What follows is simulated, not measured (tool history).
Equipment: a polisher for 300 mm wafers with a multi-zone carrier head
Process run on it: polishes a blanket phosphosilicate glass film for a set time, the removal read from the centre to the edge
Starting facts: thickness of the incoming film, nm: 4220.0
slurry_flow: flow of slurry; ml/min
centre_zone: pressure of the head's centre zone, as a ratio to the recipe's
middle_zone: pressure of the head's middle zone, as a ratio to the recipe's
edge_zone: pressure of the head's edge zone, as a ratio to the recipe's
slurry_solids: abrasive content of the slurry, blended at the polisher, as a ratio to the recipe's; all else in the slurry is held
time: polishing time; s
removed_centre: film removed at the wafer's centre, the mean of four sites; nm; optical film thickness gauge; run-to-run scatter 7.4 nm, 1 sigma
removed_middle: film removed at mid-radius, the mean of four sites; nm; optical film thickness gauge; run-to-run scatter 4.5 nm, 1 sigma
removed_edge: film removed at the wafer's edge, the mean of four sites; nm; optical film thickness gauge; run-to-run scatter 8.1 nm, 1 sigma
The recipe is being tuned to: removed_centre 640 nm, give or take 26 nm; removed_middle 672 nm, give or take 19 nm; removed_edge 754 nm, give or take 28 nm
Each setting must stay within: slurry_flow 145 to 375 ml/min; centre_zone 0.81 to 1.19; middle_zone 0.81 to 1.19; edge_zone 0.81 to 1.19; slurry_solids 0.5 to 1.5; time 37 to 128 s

run	hour	slurry_flow	centre_zone	middle_zone	edge_zone	slurry_solids	time	removed_centre	removed_middle	removed_edge
1	0	240	1	1	1	1	82	508.22	524.07	532.42
2	2.8	240	1	1	1	1	73	457	471.6	470.9
3	6.4	240	1	0.94	1	1	73	452.01	439.68	482.8
4	14.8	300	1	0.94	1	1	73	477.62	450.95	483.49
5	21.7	270	0.99	0.95	1.03	1.15	78	512.36	504.93	542.84
6	27.6	270	0.99	0.95	1	1.15	78	518.47	504.76	526.94
7	33.8	245	0.99	0.96	1.05	1.25	83	555.86	550.96	594.49
8	34.6	280	0.98	1.01	1.15	1.5	88	618.33	652.24	711.85
9	41.5	280	0.98	1.01	1.16	1.5	89	634.3	660.78	720.3
10	50.3	280	0.97	1.01	1.17	1.5	90	625.98	670.31	724.4

Consider the 5 candidate settings below. Which is the only one whose results all fall within their allowed miss of target?
A	59.1	300	0.95	0.97	1.19	1.35	96	?	?	?
B	59.1	280	0.91	1.02	1.13	1.45	91	?	?	?
C	59.1	285	0.96	0.94	1.12	1.5	103	?	?	?
D	59.1	270	0.95	0.93	1.19	1.5	93	?	?	?
E	59.1	295	0.87	0.96	1.19	1.5	101	?	?	?

move	removed_centre	removed_middle	removed_edge
A	651.23	666.23	755.94
B	600.16	669.37	709.09
C	725.25	715.62	809.07
D	644.23	637.06	750.96
E	646.32	716.75	820.43
A: in spec on every target
B: moves away from the targets compared with the last run
C: carries the result that was furthest off beyond its target, to the other side
D: gets the furthest-off result to its target, but another result is out of tolerance
E: carries the result that was furthest off beyond its target, to the other side
The move that meets every target is A.
